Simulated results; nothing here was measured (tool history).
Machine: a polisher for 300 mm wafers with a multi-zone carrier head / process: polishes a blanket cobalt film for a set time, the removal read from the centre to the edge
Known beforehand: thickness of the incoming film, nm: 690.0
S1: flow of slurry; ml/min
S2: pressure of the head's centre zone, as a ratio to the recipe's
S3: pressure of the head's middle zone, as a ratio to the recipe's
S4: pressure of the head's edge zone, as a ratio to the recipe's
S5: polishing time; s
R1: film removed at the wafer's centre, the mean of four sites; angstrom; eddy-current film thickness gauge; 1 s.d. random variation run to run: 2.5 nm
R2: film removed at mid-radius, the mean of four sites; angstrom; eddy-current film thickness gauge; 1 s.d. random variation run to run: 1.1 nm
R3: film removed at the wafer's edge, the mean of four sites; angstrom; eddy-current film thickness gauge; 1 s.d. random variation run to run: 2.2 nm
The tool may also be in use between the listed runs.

{"run": 1, "day": 0.0, "S1": 260, "S2": 1.0, "S3": 1.0, "S4": 1.0, "S5": 50, "R1": 2367.6, "R2": 2371.0, "R3": 2289.1}
{"run": 2, "day": 0.238, "S1": 250, "S2": 1.0, "S3": 0.94, "S4": 0.97, "S5": 46, "R1": 2166.9, "R2": 2075.6, "R3": 2107.1}
{"run": 3, "day": 0.575, "S1": 250, "S2": 1.0, "S3": 0.98, "S4": 0.97, "S5": 46, "R1": 2172.5, "R2": 2163.5, "R3": 2073.7}
{"run": 4, "day": 0.825, "S1": 215, "S2": 1.0, "S3": 0.98, "S4": 0.97, "S5": 46, "R1": 2167.7, "R2": 2107.5, "R3": 2056.5}
{"run": 5, "day": 1.075, "S1": 215, "S2": 1.0, "S3": 0.98, "S4": 1.03, "S5": 46, "R1": 2128.1, "R2": 2122.7, "R3": 2105.1}
{"run": 6, "day": 1.154, "S1": 215, "S2": 1.0, "S3": 0.98, "S4": 1.11, "S5": 46, "R1": 2160.8, "R2": 2112.7, "R3": 2196.2}
{"run": 7, "day": 1.396, "S1": 210, "S2": 1.02, "S3": 0.94, "S4": 1.07, "S5": 43, "R1": 2044.0, "R2": 1917.3, "R3": 1976.2}

What does the tool deliver on the next run?
{"run": 8, "day": 1.625, "S1": 205, "S2": 1.02, "S3": 0.9, "S4": 1.06, "S5": 41, "R1": "?", "R2": "?", "R3": "?"}

{"run 8": {"R1": 1928.0, "R2": 1736.8, "R3": 1862.9}}
